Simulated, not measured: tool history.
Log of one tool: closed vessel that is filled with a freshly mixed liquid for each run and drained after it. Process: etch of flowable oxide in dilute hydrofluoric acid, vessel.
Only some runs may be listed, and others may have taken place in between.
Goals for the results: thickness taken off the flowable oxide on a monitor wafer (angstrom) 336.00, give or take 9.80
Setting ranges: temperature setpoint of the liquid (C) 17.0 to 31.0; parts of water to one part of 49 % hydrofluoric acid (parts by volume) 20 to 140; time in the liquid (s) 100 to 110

run  hour  temperature setpoint of the liquid (C)  parts of water to one part of 49 % hydrofluoric acid (parts by volume)  time in the liquid (s)  thickness taken off the flowable oxide on a monitor wafer (angstrom)
  1   0.0                                    23.0                                                                      75                     100                                                                465.89
  2   5.3                                    23.0                                                                      50                     100                                                                725.24
  3  10.0                                    23.0                                                                      50                     100                                                                724.67
  4  16.3                                    22.0                                                                      55                     100                                                                629.53
  5  24.0                                    21.0                                                                      60                     100                                                                552.14
  6  29.5                                    20.5                                                                      65                     100                                                                494.27
  7  35.7                                    20.0                                                                      70                     100                                                                443.41
  8  43.4                                    19.5                                                                      70                     100                                                                435.49
  9  47.9                                    19.0                                                                      70                     100                                                                426.65
 10  52.8                                    18.5                                                                      70                     100                                                                414.98
 11  55.3                                    18.0                                                                      70                     100                                                                410.25
 12  63.1                                    17.5                                                                      75                     100                                                                373.50

Pick the move, out of 4, that brings all results within their allowed miss; only one does.
  A  70.9                                    17.5                                                                      70                     110                                                                     ?
  B  70.9                                    20.5                                                                      80                     100                                                                     ?
  C  70.9                                    18.5                                                                      80                     100                                                                     ?
  D  70.9                                    17.0                                                                      80                     100                                                                     ?

move  thickness taken off the flowable oxide on a monitor wafer (angstrom)
   A                                                                444.05
   B                                                                395.51
   C                                                                363.98
   D                                                                341.67
A: further off than the last run
B: further off than the last run
C: better than the last run, though not everything is in spec
D: meets every target
Go with D: it meets all targets.
